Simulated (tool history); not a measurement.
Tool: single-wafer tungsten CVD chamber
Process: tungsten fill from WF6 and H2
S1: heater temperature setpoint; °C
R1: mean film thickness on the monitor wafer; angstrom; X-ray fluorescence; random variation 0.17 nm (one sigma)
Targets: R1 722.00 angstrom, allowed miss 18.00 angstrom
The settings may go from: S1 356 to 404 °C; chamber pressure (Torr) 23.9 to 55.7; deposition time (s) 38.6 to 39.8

{"run": 1, "hour": 0.0, "S1": 380, "chamber pressure (Torr)": 39.8, "deposition time (s)": 38.6, "R1": 842.14}
{"run": 2, "hour": 7.7, "S1": 380, "chamber pressure (Torr)": 36.9, "deposition time (s)": 38.6, "R1": 820.78}
{"run": 3, "hour": 15.3, "S1": 370, "chamber pressure (Torr)": 36.9, "deposition time (s)": 38.6, "R1": 649.56}
{"run": 4, "hour": 18.4, "S1": 380, "chamber pressure (Torr)": 36.9, "deposition time (s)": 38.6, "R1": 821.91}
{"run": 5, "hour": 20.0, "S1": 380, "chamber pressure (Torr)": 36.9, "deposition time (s)": 38.6, "R1": 823.26}
{"run": 6, "hour": 27.3, "S1": 380, "chamber pressure (Torr)": 32.8, "deposition time (s)": 38.6, "R1": 791.62}
{"run": 7, "hour": 32.1, "S1": 379, "chamber pressure (Torr)": 32.7, "deposition time (s)": 38.6, "R1": 775.26}
{"run": 8, "hour": 34.2, "S1": 379, "chamber pressure (Torr)": 32.7, "deposition time (s)": 38.6, "R1": 773.72}
{"run": 9, "hour": 39.5, "S1": 378, "chamber pressure (Torr)": 32.7, "deposition time (s)": 38.6, "R1": 756.47}

4 next moves are on the table. One of them brings every result within its allowed miss. Which?
{"run": "A", "hour": 44.8, "S1": 375, "chamber pressure (Torr)": 38.7, "deposition time (s)": 39.8, "R1": "?"}
{"run": "B", "hour": 44.8, "S1": 382, "chamber pressure (Torr)": 24.1, "deposition time (s)": 38.9, "R1": "?"}
{"run": "C", "hour": 44.8, "S1": 376, "chamber pressure (Torr)": 31.7, "deposition time (s)": 38.7, "R1": "?"}
{"run": "D", "hour": 44.8, "S1": 377, "chamber pressure (Torr)": 36.3, "deposition time (s)": 38.6, "R1": "?"}

move=A R1=763.42
move=B R1=763.73
move=C R1=714.62
move=D R1=760.60
A: further off than the last run
B: further off than the last run
C: meets every target
D: further off than the last run
Move C is the one to make.
